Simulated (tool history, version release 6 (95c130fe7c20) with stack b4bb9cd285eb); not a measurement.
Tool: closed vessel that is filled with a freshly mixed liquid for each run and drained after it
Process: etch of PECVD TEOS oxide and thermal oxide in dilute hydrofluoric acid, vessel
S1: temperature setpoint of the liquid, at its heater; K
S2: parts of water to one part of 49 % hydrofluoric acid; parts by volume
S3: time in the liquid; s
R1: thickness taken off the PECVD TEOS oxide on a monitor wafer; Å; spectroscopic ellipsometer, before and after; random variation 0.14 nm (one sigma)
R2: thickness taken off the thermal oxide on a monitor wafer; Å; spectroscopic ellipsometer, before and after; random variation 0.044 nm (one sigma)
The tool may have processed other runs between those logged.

| run | hour | S1 | S2 | S3 | R1 | R2 |
|---|---|---|---|---|---|---|
| 1 | 0.0 | 297.15 | 45 | 90 | 413.34 | 105.290 |
| 2 | 7.2 | 294.15 | 45 | 90 | 363.64 | 93.087 |
| 3 | 10.5 | 293.65 | 50 | 90 | 318.60 | 80.732 |
| 4 | 12.3 | 293.65 | 50 | 70 | 249.36 | 63.656 |
| 5 | 16.3 | 293.15 | 50 | 70 | 241.86 | 62.811 |
| 6 | 17.8 | 291.15 | 50 | 70 | 220.37 | 56.503 |

What will run 7 give?
| 7 | 23.2 | 291.15 | 50 | 70 | ? | ? |

For run 7 the tool returned R1 221.96 Å, R2 57.752 Å.

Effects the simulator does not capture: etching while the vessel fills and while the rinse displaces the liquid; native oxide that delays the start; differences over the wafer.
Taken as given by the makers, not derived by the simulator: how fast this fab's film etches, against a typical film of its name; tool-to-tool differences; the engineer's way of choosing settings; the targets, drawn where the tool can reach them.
